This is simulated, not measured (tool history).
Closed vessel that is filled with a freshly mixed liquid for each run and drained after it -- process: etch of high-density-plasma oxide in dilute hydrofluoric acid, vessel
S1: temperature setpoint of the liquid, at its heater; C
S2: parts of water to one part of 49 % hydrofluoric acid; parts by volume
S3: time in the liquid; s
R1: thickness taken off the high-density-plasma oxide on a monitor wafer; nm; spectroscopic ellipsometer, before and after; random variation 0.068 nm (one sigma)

Run 1, hour 0: S1 23 C, S2 200 parts by volume, S3 140 s. Result: R1 4.0083 nm.
Run 2, hour 4.9: S1 25 C, S2 165 parts by volume, S3 140 s. Result: R1 5.4758 nm.
Run 3, hour 7.6: S1 26.5 C, S2 140 parts by volume, S3 140 s. Result: R1 7.0977 nm.
Run 4, hour 10.7: S1 30 C, S2 140 parts by volume, S3 140 s. Result: R1 8.053 nm.
Run 5, hour 15.9: S1 30 C, S2 70 parts by volume, S3 140 s. Result: R1 17.925 nm.
Run 6, hour 23.5: S1 31 C, S2 70 parts by volume, S3 140 s. Result: R1 18.432 nm.
Run 7, hour 30.1: S1 28.5 C, S2 70 parts by volume, S3 140 s. Result: R1 16.85 nm.
Run 8, hour 37.2: S1 26 C, S2 70 parts by volume, S3 140 s. Result: R1 15.217 nm.

Run 9 has not been measured yet. What should we expect?
Run 9, hour 43.3: S1 24.5 C, S2 70 parts by volume, S3 140 s. Result: R1 ?.

{"run 9": {"R1": 14.48}}
